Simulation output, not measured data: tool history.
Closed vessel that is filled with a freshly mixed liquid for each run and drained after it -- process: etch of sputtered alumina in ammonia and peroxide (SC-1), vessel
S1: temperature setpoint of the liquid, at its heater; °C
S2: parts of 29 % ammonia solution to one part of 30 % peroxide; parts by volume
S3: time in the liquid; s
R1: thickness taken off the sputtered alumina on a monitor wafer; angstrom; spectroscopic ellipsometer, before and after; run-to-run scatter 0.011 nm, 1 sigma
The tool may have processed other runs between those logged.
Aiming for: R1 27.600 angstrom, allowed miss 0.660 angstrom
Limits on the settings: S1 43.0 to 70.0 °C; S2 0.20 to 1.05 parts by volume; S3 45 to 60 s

| run | hour | S1 | S2 | S3 | R1 |
|---|---|---|---|---|---|
| 1 | 0.0 | 59.0 | 0.55 | 60 | 47.059 |
| 2 | 6.6 | 59.0 | 0.40 | 60 | 45.666 |
| 3 | 10.0 | 59.0 | 0.50 | 60 | 46.843 |
| 4 | 12.8 | 64.0 | 0.50 | 60 | 60.443 |
| 5 | 15.9 | 66.5 | 0.50 | 60 | 68.297 |
| 6 | 24.9 | 62.5 | 0.50 | 60 | 55.959 |
| 7 | 25.9 | 54.5 | 0.45 | 60 | 36.757 |
| 8 | 31.3 | 53.5 | 0.45 | 60 | 34.786 |
| 9 | 32.8 | 52.5 | 0.45 | 60 | 32.985 |
| 10 | 36.5 | 52.0 | 0.45 | 60 | 32.017 |
| 11 | 45.1 | 51.5 | 0.45 | 60 | 31.087 |

Which of these 5 next moves meets every target?
| A | 53.7 | 51.5 | 0.45 | 55 | ? |
| B | 53.7 | 50.5 | 0.45 | 60 | ? |
| C | 53.7 | 49.0 | 0.50 | 60 | ? |
| D | 53.7 | 53.5 | 0.40 | 60 | ? |
| E | 53.7 | 55.0 | 0.65 | 45 | ? |

| move | R1 |
|---|---|
| A | 28.392 |
| B | 29.326 |
| C | 27.271 |
| D | 34.127 |
| E | 29.039 |
A: moves toward the targets from the last run without getting all of them in spec
B: moves toward the targets from the last run without getting all of them in spec
C: every result within its allowed miss
D: lands further from the targets than the last run did
E: moves toward the targets from the last run without getting all of them in spec
The move that meets every target is C.

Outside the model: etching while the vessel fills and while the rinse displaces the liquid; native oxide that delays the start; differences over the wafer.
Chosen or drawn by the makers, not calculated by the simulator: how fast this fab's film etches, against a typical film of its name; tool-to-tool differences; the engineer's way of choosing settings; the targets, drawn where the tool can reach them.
